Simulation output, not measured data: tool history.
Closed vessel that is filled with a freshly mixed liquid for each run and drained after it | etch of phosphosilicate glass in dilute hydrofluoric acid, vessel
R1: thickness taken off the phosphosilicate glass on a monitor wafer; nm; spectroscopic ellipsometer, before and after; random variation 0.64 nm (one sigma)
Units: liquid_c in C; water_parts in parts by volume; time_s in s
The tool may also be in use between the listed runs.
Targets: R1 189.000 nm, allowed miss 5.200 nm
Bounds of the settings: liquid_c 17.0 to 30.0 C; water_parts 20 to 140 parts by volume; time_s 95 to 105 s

Run 1, hour 0.0: liquid_c 22.0 C, water_parts 75 parts by volume, time_s 95 s. Result: R1 78.187 nm.
Run 2, hour 7.6: liquid_c 22.0 C, water_parts 75 parts by volume, time_s 105 s. Result: R1 86.491 nm.
Run 3, hour 8.8: liquid_c 23.0 C, water_parts 70 parts by volume, time_s 105 s. Result: R1 97.166 nm.
Run 4, hour 13.6: liquid_c 24.0 C, water_parts 65 parts by volume, time_s 105 s. Result: R1 110.100 nm.
Run 5, hour 15.1: liquid_c 25.0 C, water_parts 60 parts by volume, time_s 105 s. Result: R1 124.980 nm.
Run 6, hour 21.8: liquid_c 27.0 C, water_parts 60 parts by volume, time_s 105 s. Result: R1 134.870 nm.
Run 7, hour 28.6: liquid_c 27.5 C, water_parts 60 parts by volume, time_s 105 s. Result: R1 137.500 nm.
Run 8, hour 29.8: liquid_c 28.0 C, water_parts 60 parts by volume, time_s 105 s. Result: R1 140.640 nm.
Run 9, hour 32.4: liquid_c 28.5 C, water_parts 60 parts by volume, time_s 105 s. Result: R1 142.130 nm.
Run 10, hour 40.1: liquid_c 29.5 C, water_parts 50 parts by volume, time_s 105 s. Result: R1 181.870 nm.
Run 11, hour 44.6: liquid_c 29.5 C, water_parts 50 parts by volume, time_s 105 s. Result: R1 181.720 nm.

Which of these 4 next moves meets every target?
Run A, hour 49.1: liquid_c 28.5 C, water_parts 40 parts by volume, time_s 95 s. Result: R1 ?.
Run B, hour 49.1: liquid_c 27.0 C, water_parts 45 parts by volume, time_s 100 s. Result: R1 ?.
Run C, hour 49.1: liquid_c 26.5 C, water_parts 40 parts by volume, time_s 105 s. Result: R1 ?.
Run D, hour 49.1: liquid_c 30.0 C, water_parts 45 parts by volume, time_s 95 s. Result: R1 ?.

move       R1
   A  199.860
   B  174.860
   C  204.000
   D  186.900
A: takes the result that was furthest off past its target
B: further off than the last run
C: takes the result that was furthest off past its target
D: meets every target
Move D is the one to make.
